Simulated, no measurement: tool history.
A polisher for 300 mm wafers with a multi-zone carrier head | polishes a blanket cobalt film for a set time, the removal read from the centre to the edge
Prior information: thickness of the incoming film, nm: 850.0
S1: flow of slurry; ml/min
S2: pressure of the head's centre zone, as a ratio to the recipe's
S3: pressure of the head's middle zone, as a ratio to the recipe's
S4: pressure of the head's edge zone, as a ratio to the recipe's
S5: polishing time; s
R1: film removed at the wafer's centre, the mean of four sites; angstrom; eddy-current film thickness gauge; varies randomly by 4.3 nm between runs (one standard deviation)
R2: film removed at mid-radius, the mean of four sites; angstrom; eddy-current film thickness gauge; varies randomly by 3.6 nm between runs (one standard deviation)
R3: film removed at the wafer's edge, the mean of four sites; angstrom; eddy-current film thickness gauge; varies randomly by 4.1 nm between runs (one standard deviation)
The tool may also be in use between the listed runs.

run  hour   S1    S2    S3    S4  S5      R1      R2      R3
  1   0.0  150  1.00  1.00  1.00  44  3251.1  3126.4  3125.2
  2   8.7  145  1.00  0.97  1.01  44  3220.5  3066.5  3227.3
  3  14.0  145  1.00  0.97  1.01  37  2647.9  2578.1  2746.7
  4  22.6  145  1.00  0.97  1.01  27  1985.1  1931.2  1964.8
  5  28.9  145  1.00  0.97  0.93  27  1911.3  1885.1  1899.4
  6  31.9  145  1.01  0.95  0.97  31  2264.0  2134.6  2175.0
  7  33.7  145  1.01  0.93  1.01  33  2355.9  2243.2  2363.9

The next listed run, before its measurement:
  8  35.7  180  1.11  0.87  1.11  40   ?   ?   ?

R1: 3339.3 angstrom
R2: 2616.0 angstrom
R3: 3135.4 angstrom

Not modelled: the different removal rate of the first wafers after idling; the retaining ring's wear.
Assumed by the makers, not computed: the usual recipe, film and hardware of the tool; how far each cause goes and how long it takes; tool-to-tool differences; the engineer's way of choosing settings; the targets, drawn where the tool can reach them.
